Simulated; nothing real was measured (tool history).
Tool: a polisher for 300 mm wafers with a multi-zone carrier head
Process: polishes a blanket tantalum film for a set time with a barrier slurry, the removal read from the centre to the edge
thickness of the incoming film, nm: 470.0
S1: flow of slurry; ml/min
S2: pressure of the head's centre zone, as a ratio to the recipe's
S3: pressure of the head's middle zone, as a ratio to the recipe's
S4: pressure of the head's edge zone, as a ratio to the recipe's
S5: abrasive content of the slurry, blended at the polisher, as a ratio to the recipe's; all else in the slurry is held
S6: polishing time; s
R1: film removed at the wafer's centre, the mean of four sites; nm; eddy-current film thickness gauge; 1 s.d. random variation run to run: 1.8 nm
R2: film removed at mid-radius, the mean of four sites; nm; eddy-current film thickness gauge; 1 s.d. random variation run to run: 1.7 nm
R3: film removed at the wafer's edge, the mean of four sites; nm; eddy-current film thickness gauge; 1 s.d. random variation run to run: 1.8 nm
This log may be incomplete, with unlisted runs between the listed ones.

run,day,S1,S2,S3,S4,S5,S6,R1,R2,R3
1,0,140,1,1,1,1,66,120.37,115.1,119.85
2,0.038,150,1,1.03,1.02,1.05,66,119.6,121.34,122.32
3,0.396,155,1.01,1.04,1.03,1.1,66,122.05,126.11,124.94
4,0.646,155,1.01,0.98,1.03,1.1,66,124.65,118.26,124.11
5,0.996,160,1.02,1,1.04,1.15,67,129.14,124.39,128.01
6,1.279,160,1.08,1,1.04,1.15,67,135.75,125.26,129.94
7,1.458,165,1.08,1.02,1.05,1.2,67,140.21,127.61,127.79
8,1.738,165,1.06,1.03,1.06,1.25,68,135.09,133.46,136.18
9,1.979,170,1.06,1.04,1.06,1.25,68,141.36,132.04,137.19
10,2.075,170,1.06,1.07,1.05,1.25,68,137.98,138.52,134.6
11,2.158,175,1.06,1.08,1.06,1.25,68,140.89,138.2,137.02
12,2.325,175,1.06,1.09,1.06,1.25,68,140.59,139.66,135.21

Expected results for the next run?
13,2.412,175,1.06,1.1,1.06,1.25,68,?,?,?

R1: 138.02 nm
R2: 139.54 nm
R3: 133.05 nm
